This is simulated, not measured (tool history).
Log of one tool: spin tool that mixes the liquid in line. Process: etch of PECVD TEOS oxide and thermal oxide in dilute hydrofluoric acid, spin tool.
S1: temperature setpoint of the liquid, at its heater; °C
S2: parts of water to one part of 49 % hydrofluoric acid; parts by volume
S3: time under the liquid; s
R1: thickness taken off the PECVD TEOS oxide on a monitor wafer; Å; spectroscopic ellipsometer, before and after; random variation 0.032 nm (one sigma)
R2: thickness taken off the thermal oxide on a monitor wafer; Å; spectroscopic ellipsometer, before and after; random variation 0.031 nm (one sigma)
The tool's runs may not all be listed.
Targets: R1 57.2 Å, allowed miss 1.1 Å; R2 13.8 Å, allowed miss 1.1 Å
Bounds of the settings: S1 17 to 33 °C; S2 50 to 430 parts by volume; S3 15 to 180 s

run,hour,S1,S2,S3,R1,R2
1,0,25,240,90,73.222,17.78
2,2.4,24,240,90,70.165,16.307
3,6.6,27,240,90,77.694,19.177
4,8.3,26,245,90,73.22,17.84
5,12,25.5,245,90,72.062,17.579
6,16.8,25,245,90,70.513,16.75
7,22.2,24.5,250,90,67.782,16.097
# hour 26.4: hydrofluoric acid flow meter replaced
8,26.4,24,250,90,62.031,14.725
9,27.6,23.5,250,90,60.825,14.753
10,31,23,250,90,59.811,14.771
11,34.9,22.5,250,90,58.734,14.017

Which of these 5 next moves meets every target?
A,38.8,28,245,70,?,?
B,38.8,33,430,135,?,?
C,38.8,32.5,430,135,?,?
D,38.8,20.5,240,95,?,?
E,38.8,22.5,245,90,?,?

move,R1,R2
A,57.082,13.86
B,60.176,14.612
C,59.32,14.404
D,60.742,14.749
E,60.41,14.668
A: meets every target
B: further off than the last run
C: further off than the last run
D: further off than the last run
E: further off than the last run
Move A is the one to make.

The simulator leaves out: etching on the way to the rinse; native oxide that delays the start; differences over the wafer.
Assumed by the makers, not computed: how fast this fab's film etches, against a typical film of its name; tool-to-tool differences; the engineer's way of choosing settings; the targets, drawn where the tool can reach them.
